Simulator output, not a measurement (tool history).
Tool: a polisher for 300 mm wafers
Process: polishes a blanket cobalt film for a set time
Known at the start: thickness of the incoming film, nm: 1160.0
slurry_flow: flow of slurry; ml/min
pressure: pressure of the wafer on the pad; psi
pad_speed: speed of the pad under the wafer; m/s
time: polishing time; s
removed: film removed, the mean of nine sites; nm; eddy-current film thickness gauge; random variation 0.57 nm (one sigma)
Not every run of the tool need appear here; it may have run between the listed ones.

Run 1, hour 0.0: slurry_flow 295 ml/min, pressure 1.3 psi, pad_speed 1.08 m/s, time 31 s. Result: removed 144.870 nm.
Run 2, hour 4.8: slurry_flow 295 ml/min, pressure 1.0 psi, pad_speed 1.08 m/s, time 31 s. Result: removed 112.420 nm.
Run 3, hour 10.3: slurry_flow 290 ml/min, pressure 0.9 psi, pad_speed 1.08 m/s, time 31 s. Result: removed 101.710 nm.
Run 4, hour 11.5: slurry_flow 280 ml/min, pressure 0.8 psi, pad_speed 1.08 m/s, time 31 s. Result: removed 89.861 nm.
Run 5, hour 14.7: slurry_flow 265 ml/min, pressure 0.8 psi, pad_speed 1.08 m/s, time 31 s. Result: removed 90.361 nm.
At hour 20.5: head pressure recalibrated.
Run 6, hour 20.5: slurry_flow 310 ml/min, pressure 0.8 psi, pad_speed 1.08 m/s, time 31 s. Result: removed 84.045 nm.
Run 7, hour 21.0: slurry_flow 305 ml/min, pressure 0.8 psi, pad_speed 1.08 m/s, time 31 s. Result: removed 83.852 nm.

Predict the results of run 8:
Run 8, hour 25.7: slurry_flow 300 ml/min, pressure 0.8 psi, pad_speed 1.08 m/s, time 31 s. Result: removed ?.

{"run 8": {"removed": 82.443}}
